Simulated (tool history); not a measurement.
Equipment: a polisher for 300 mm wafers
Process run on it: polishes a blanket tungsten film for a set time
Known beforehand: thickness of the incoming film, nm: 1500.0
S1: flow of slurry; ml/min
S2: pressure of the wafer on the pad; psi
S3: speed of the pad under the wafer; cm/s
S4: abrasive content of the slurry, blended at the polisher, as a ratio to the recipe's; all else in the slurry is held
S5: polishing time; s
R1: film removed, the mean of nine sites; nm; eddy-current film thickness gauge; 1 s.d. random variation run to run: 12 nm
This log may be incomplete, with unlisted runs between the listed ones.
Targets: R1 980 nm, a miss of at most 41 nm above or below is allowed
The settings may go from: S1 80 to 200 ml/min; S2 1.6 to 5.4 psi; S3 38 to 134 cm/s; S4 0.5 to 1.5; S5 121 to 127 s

Run 1, hour 0: S1 130 ml/min, S2 3.5 psi, S3 86 cm/s, S4 1, S5 121 s. Result: R1 498.47 nm.
Run 2, hour 2.4: S1 135 ml/min, S2 4.1 psi, S3 88 cm/s, S4 1, S5 121 s. Result: R1 589.64 nm.
Run 3, hour 5.7: S1 135 ml/min, S2 4.5 psi, S3 92 cm/s, S4 1, S5 121 s. Result: R1 670.23 nm.
Run 4, hour 14.7: S1 140 ml/min, S2 4.8 psi, S3 96 cm/s, S4 1, S5 121 s. Result: R1 748.21 nm.
Run 5, hour 16.1: S1 140 ml/min, S2 4.8 psi, S3 106 cm/s, S4 1, S5 121 s. Result: R1 817.03 nm.
Run 6, hour 23.6: S1 140 ml/min, S2 5 psi, S3 108 cm/s, S4 1, S5 121 s. Result: R1 863.64 nm.
Run 7, hour 31.2: S1 140 ml/min, S2 5.1 psi, S3 108 cm/s, S4 1, S5 121 s. Result: R1 879.1 nm.
Run 8, hour 38.9: S1 145 ml/min, S2 5.2 psi, S3 108 cm/s, S4 1, S5 121 s. Result: R1 900.32 nm.

Consider the 4 candidate settings below. Which is the only one whose results all fall within their allowed miss of target?
Run A, hour 46.6: S1 120 ml/min, S2 4.3 psi, S3 128 cm/s, S4 1.15, S5 121 s. Result: R1 ?.
Run B, hour 46.6: S1 150 ml/min, S2 4.7 psi, S3 114 cm/s, S4 1.2, S5 121 s. Result: R1 ?.
Run C, hour 46.6: S1 145 ml/min, S2 4.5 psi, S3 118 cm/s, S4 1.15, S5 121 s. Result: R1 ?.
Run D, hour 46.6: S1 155 ml/min, S2 4 psi, S3 134 cm/s, S4 1.25, S5 127 s. Result: R1 ?.

move      R1
   A     888
   B  904.58
   C  883.79
   D  963.57
A: lands further from the targets than the last run did
B: closes in on the targets versus the last run, not all within tolerance yet
C: lands further from the targets than the last run did
D: every result lands within tolerance
Correct choice: D, which meets every target
